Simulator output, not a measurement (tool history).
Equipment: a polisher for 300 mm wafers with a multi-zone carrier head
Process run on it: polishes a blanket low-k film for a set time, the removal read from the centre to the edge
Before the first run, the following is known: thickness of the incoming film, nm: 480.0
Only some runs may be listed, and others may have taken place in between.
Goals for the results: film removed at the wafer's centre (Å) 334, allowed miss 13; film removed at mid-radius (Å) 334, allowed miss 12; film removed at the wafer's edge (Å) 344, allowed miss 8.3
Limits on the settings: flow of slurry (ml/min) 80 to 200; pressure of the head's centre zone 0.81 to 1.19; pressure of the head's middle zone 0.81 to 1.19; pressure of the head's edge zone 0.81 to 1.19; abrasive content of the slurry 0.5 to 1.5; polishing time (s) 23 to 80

| run | hour | flow of slurry (ml/min) | pressure of the head's centre zone | pressure of the head's middle zone | pressure of the head's edge zone | abrasive content of the slurry | polishing time (s) | film removed at the wafer's centre (Å) | film removed at mid-radius (Å) | film removed at the wafer's edge (Å) |
|---|---|---|---|---|---|---|---|---|---|---|
| 1 | 0 | 130 | 1 | 1 | 1 | 1 | 51 | 277.6 | 265.31 | 260.99 |
| 2 | 0.6 | 130 | 1 | 1 | 1.07 | 1 | 51 | 265.64 | 263.7 | 273.08 |
| 3 | 5.5 | 130 | 1.08 | 1 | 1.07 | 1 | 51 | 284.55 | 260.44 | 267.68 |
| 4 | 6.2 | 130 | 1.08 | 1 | 1 | 1 | 51 | 282.16 | 265.24 | 259.07 |
| 5 | 7.3 | 140 | 1.07 | 1.01 | 1.03 | 1.05 | 51 | 296.56 | 277.74 | 270.63 |
| 6 | 12.3 | 145 | 1.05 | 1.01 | 1.06 | 1.1 | 51 | 297.73 | 284.69 | 283.55 |
| 7 | 17.8 | 150 | 1.05 | 1.01 | 1.08 | 1.15 | 51 | 308.9 | 292.64 | 292.05 |
| 8 | 20.6 | 155 | 1.04 | 1.01 | 1.1 | 1.2 | 51 | 310.61 | 292.98 | 300.53 |
| 9 | 29.5 | 160 | 1.03 | 1.02 | 1.12 | 1.25 | 51 | 314.42 | 305.5 | 305.53 |
| 10 | 31.6 | 165 | 1.02 | 1.02 | 1.13 | 1.3 | 51 | 314.97 | 307.43 | 311.01 |

5 next moves are on the table. One of them brings every result within its allowed miss. Which?
| A | 33.7 | 200 | 0.95 | 0.99 | 1.12 | 0.95 | 61 | ? | ? | ? |
| B | 33.7 | 160 | 0.86 | 1.15 | 1.06 | 1.25 | 56 | ? | ? | ? |
| C | 33.7 | 140 | 0.94 | 1.05 | 1.17 | 1.4 | 59 | ? | ? | ? |
| D | 33.7 | 190 | 1.03 | 1.02 | 1.04 | 1.5 | 55 | ? | ? | ? |
| E | 33.7 | 160 | 1.04 | 1.07 | 1.13 | 1.5 | 51 | ? | ? | ? |

| move | film removed at the wafer's centre (Å) | film removed at mid-radius (Å) | film removed at the wafer's edge (Å) |
|---|---|---|---|
| A | 338.52 | 333.42 | 343.92 |
| B | 301.5 | 366.88 | 326.33 |
| C | 342.57 | 360.49 | 367.97 |
| D | 374.5 | 354.34 | 344.03 |
| E | 338.74 | 332.22 | 325.3 |
A: every result within its allowed miss
B: gains on the last run, yet a result remains outside its allowed miss
C: takes the result that was furthest off past its target
D: brings the result that was furthest off to its target, and leaves another outside
E: gains on the last run, yet a result remains outside its allowed miss
A meets every target.
